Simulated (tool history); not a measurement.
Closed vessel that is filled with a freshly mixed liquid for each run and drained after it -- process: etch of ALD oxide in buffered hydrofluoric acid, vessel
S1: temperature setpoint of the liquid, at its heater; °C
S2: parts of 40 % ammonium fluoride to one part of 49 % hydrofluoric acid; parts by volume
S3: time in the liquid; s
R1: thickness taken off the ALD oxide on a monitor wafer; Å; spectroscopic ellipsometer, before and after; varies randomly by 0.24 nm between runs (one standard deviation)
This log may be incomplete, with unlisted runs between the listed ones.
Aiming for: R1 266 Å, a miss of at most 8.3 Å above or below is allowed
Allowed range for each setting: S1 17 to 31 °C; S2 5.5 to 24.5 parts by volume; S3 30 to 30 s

run,hour,S1,S2,S3,R1
1,0,23,15,30,447.71
2,1.5,23,11,30,595.24
3,9.8,23,8.5,30,753.87
4,11.7,21,11.5,30,517.55
5,20.6,19,11.5,30,458.76
6,29,18.5,13.5,30,381.07
7,34.3,18,14.5,30,344.68
# hour 37.8: hydrofluoric acid flow meter replaced
8,37.8,17,18,30,250.96

Which one of the following 5 next-run settings gets every result inside its allowed miss? There is exactly one.
A,41.3,17,19,30,?
B,41.3,19.5,21,30,?
C,41.3,17,17,30,?
D,41.3,17,18.5,30,?
E,41.3,17,16,30,?

move,R1
A,238.5
B,252.64
C,266.2
D,244.87
E,282.6
A: lands further from the targets than the last run did
B: nearer than the last run, and not there yet
C: every result lands within tolerance
D: lands further from the targets than the last run did
E: takes the result that was furthest off past its target
So the answer is move C, the one that meets all the targets.

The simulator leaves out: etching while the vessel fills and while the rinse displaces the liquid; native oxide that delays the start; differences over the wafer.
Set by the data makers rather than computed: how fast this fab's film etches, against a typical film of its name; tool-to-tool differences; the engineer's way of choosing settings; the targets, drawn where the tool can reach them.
